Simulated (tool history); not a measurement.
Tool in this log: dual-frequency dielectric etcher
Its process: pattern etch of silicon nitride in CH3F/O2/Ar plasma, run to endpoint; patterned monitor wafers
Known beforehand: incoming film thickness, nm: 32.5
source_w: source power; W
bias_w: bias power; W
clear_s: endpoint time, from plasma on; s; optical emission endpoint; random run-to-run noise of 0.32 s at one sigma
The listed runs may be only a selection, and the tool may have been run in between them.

run,hour,source_w,bias_w,clear_s
1,0.0,430,75,48.350
2,6.6,490,75,46.542
3,9.5,460,73,48.040
4,16.0,460,84,45.438
5,22.9,430,81,46.593
6,26.8,430,68,49.495
7,29.0,410,66,50.694

For run 8, what comes out?
8,33.2,390,65,?

{"run 8": {"clear_s": 50.384}}
